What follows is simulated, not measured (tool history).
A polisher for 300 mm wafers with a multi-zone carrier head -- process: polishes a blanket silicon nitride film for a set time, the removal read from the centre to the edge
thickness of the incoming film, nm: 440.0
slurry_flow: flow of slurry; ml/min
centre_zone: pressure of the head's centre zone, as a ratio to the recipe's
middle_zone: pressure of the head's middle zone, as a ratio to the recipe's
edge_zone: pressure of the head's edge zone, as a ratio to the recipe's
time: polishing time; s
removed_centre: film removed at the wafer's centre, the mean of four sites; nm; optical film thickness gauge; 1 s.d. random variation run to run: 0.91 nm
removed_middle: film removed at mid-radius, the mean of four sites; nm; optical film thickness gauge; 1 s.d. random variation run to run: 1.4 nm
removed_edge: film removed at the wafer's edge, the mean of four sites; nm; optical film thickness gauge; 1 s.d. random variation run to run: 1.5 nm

run	hour	slurry_flow	centre_zone	middle_zone	edge_zone	time	removed_centre	removed_middle	removed_edge
1	0.0	285	1.00	1.00	1.00	74	114.11	111.76	112.68
2	3.8	285	1.00	1.00	1.00	93	144.94	143.51	141.18
3	9.0	280	1.00	0.97	0.98	92	142.61	136.30	140.19
4	17.8	280	1.01	0.96	0.96	90	140.40	135.15	133.05
5	19.5	280	1.01	0.96	0.96	96	149.44	144.39	145.27
6	20.7	280	1.02	0.94	0.95	94	149.07	139.40	139.98
7	26.6	275	1.02	0.92	0.94	92	144.06	134.31	135.51
8	31.6	275	1.03	0.90	0.94	91	144.89	133.62	131.74
9	36.9	270	1.04	0.88	0.97	89	141.86	126.58	130.99
10	43.9	265	1.04	0.87	0.97	88	140.16	123.65	130.82

The next listed run, before its measurement:
11	48.9	260	1.04	0.86	0.97	87	?	?	?

{"run 11": {"removed_centre": 137.39, "removed_middle": 124.51, "removed_edge": 131.32}}
